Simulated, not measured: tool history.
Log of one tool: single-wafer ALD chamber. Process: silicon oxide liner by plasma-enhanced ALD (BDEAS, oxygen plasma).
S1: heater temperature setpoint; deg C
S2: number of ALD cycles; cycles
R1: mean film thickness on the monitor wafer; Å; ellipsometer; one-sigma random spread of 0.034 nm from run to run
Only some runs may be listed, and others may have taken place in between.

| run | hour | S1 | S2 | R1 |
|---|---|---|---|---|
| 1 | 0.0 | 315 | 50 | 48.167 |
| 2 | 6.5 | 315 | 52 | 50.435 |
| 3 | 9.8 | 315 | 47 | 45.334 |
| 4 | 14.1 | 315 | 53 | 50.855 |
| 5 | 20.4 | 315 | 47 | 45.340 |
| 6 | 22.0 | 322 | 47 | 44.543 |
| 7 | 28.2 | 320 | 49 | 47.038 |
| 8 | 30.6 | 320 | 51 | 48.162 |

Run 9 has not been measured yet. What should we expect?
| 9 | 37.6 | 316 | 59 | ? |

R1: 56.989 Å
